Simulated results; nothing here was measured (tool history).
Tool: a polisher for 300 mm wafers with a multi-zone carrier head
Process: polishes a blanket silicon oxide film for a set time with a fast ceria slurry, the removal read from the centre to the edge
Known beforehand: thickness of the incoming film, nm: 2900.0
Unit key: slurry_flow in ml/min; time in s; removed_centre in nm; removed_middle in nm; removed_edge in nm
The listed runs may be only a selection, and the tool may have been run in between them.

run,hour,slurry_flow,centre_zone,middle_zone,edge_zone,time,removed_centre,removed_middle,removed_edge
1,0.0,135,1.00,1.00,1.00,62,786.60,794.48,830.17
2,6.3,145,1.01,1.03,1.04,67,870.43,901.13,912.51
3,7.9,145,1.01,1.03,1.04,54,694.61,728.51,736.90
4,15.7,145,1.01,1.03,1.04,39,499.21,531.39,531.04
5,21.2,145,1.01,1.03,1.04,28,363.65,370.34,385.77
6,24.7,145,1.01,1.03,1.11,28,360.57,376.24,394.58
7,27.9,145,1.01,1.03,1.11,28,360.31,379.40,396.04

For run 8, what comes out?
8,29.4,150,1.01,1.03,1.10,43,?,?,?

Run 8 gave removed_centre 561.98 nm, removed_middle 583.90 nm, removed_edge 606.13 nm.
